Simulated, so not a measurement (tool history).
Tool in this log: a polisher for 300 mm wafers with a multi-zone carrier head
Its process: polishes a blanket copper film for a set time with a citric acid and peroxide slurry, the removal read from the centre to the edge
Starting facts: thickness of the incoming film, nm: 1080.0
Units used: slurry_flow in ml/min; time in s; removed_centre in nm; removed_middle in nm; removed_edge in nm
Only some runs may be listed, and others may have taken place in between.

{"run": 1, "hour": 0.0, "slurry_flow": 315, "centre_zone": 1, "middle_zone": 1, "edge_zone": 1, "slurry_solids": 1, "time": 73, "removed_centre": 111.13, "removed_middle": 112.49, "removed_edge": 116.73}
{"run": 2, "hour": 8.3, "slurry_flow": 315, "centre_zone": 1, "middle_zone": 1, "edge_zone": 1, "slurry_solids": 1.15, "time": 73, "removed_centre": 113.02, "removed_middle": 116.78, "removed_edge": 118.74}
{"run": 3, "hour": 16.1, "slurry_flow": 315, "centre_zone": 1, "middle_zone": 1, "edge_zone": 1, "slurry_solids": 1.15, "time": 59, "removed_centre": 92.55, "removed_middle": 94.964, "removed_edge": 95.521}
{"run": 4, "hour": 22.7, "slurry_flow": 315, "centre_zone": 1, "middle_zone": 1, "edge_zone": 0.92, "slurry_solids": 1.15, "time": 59, "removed_centre": 93.123, "removed_middle": 93.885, "removed_edge": 93.822}
{"run": 5, "hour": 26.4, "slurry_flow": 315, "centre_zone": 1.07, "middle_zone": 1, "edge_zone": 0.92, "slurry_solids": 1.15, "time": 59, "removed_centre": 99.899, "removed_middle": 92.149, "removed_edge": 94.571}
{"run": 6, "hour": 28.5, "slurry_flow": 315, "centre_zone": 1, "middle_zone": 1, "edge_zone": 0.92, "slurry_solids": 1.15, "time": 59, "removed_centre": 91.485, "removed_middle": 92.276, "removed_edge": 91.647}
{"run": 7, "hour": 34.7, "slurry_flow": 315, "centre_zone": 1, "middle_zone": 1, "edge_zone": 0.92, "slurry_solids": 1.15, "time": 59, "removed_centre": 93.397, "removed_middle": 91.742, "removed_edge": 94.268}
{"run": 8, "hour": 41.0, "slurry_flow": 315, "centre_zone": 1, "middle_zone": 0.96, "edge_zone": 0.95, "slurry_solids": 1.25, "time": 72, "removed_centre": 114.04, "removed_middle": 113.21, "removed_edge": 117.04}
{"run": 9, "hour": 47.4, "slurry_flow": 315, "centre_zone": 1.01, "middle_zone": 0.93, "edge_zone": 1, "slurry_solids": 1.35, "time": 80, "removed_centre": 133.03, "removed_middle": 125.02, "removed_edge": 135.2}

For run 10, what comes out?
{"run": 10, "hour": 50.3, "slurry_flow": 310, "centre_zone": 1.01, "middle_zone": 0.92, "edge_zone": 1.04, "slurry_solids": 1.4, "time": 86, "removed_centre": "?", "removed_middle": "?", "removed_edge": "?"}

removed_centre: 141.45 nm
removed_middle: 134.05 nm
removed_edge: 148.61 nm
